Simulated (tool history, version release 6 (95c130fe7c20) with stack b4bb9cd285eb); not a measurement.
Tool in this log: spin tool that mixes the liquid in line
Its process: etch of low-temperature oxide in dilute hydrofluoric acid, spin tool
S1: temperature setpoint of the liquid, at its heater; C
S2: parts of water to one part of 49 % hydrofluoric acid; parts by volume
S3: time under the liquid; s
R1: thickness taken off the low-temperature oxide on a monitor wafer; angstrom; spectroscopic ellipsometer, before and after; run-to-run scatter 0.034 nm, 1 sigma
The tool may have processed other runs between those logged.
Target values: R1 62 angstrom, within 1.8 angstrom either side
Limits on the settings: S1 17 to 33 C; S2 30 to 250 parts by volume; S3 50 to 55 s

run,hour,S1,S2,S3,R1
1,0,25,140,50,93.482
2,5.3,25,140,50,93.527
3,11,24,145,50,85.524
4,17.3,24,145,55,94.885
5,20.6,23,145,55,91.076
6,28.2,22,145,55,87.465
7,34.9,21,145,55,84.856
8,37.7,20.5,150,55,78.834
9,38.3,20,150,55,78.771
10,44.9,20,150,55,79.058
11,50.8,19.5,155,55,73.118
12,51.8,19.5,155,55,73.935
13,57.3,19.5,155,55,74.176
14,65.5,19,155,55,72.071
15,71.4,18.5,155,55,71.617
16,73.3,18.5,155,55,71.69
17,75.1,17.5,160,55,65.424

Below are 4 possible settings for the next run. Only one of them brings all results inside the allowed miss of their targets. Which is it?
A,76.9,17,150,55,?
B,76.9,18.5,145,50,?
C,76.9,17.5,155,50,?
D,76.9,17.5,145,50,?

move,R1
A,69.442
B,69.716
C,62.02
D,66.975
A: further off than the last run
B: further off than the last run
C: each result inside its tolerance
D: further off than the last run
The move that meets every target is C.
